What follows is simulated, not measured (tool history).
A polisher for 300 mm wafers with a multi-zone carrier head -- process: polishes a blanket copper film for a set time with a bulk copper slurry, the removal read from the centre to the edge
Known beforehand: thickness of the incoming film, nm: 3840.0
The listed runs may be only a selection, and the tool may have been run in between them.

run  hour  flow of slurry (ml/min)  pressure of the head's centre zone  pressure of the head's middle zone  pressure of the head's edge zone  abrasive content of the slurry  polishing time (s)  film removed at the wafer's centre (nm)  film removed at mid-radius (nm)  film removed at the wafer's edge (nm)
  1   0.0                      265                                1.00                                1.00                              1.00                            1.00                  79                                   988.15                           969.86                                 957.13
  2   2.3                      265                                1.00                                1.06                              1.00                            1.00                  79                                  1019.40                          1013.00                                 967.20
  3   3.4                      265                                1.00                                1.04                              1.03                            1.05                  82                                  1043.20                          1069.50                                1023.10
  4  10.4                      265                                1.01                                1.00                              1.05                            1.10                  85                                  1113.90                          1085.40                                1075.60
  5  13.0                      265                                1.00                                0.98                              1.07                            1.15                  87                                  1132.50                          1089.00                                1130.10
  6  15.0                      265                                1.00                                0.98                              1.09                            1.20                  88                                  1156.90                          1136.20                                1157.50
  7  21.7                      265                                1.00                                0.96                              1.10                            1.25                  89                                  1175.50                          1135.70                                1210.30
  8  28.1                      270                                1.00                                0.96                              1.11                            1.30                  90                                  1220.80                          1160.10                                1224.60
  9  31.1                      270                                0.99                                0.95                              1.12                            1.30                  91                                  1236.00                          1184.10                                1233.00
 10  33.1                      255                                0.99                                0.94                              1.13                            1.30                  92                                  1217.50                          1141.50                                1245.60

Predict the results of run 11:
 11  40.6                      260                                0.98                                0.93                              1.14                            1.35                  93                                        ?                                ?                                      ?

{"run 11": {"film removed at the wafer's centre (nm)": 1250.6, "film removed at mid-radius (nm)": 1148.8, "film removed at the wafer's edge (nm)": 1279.7}}
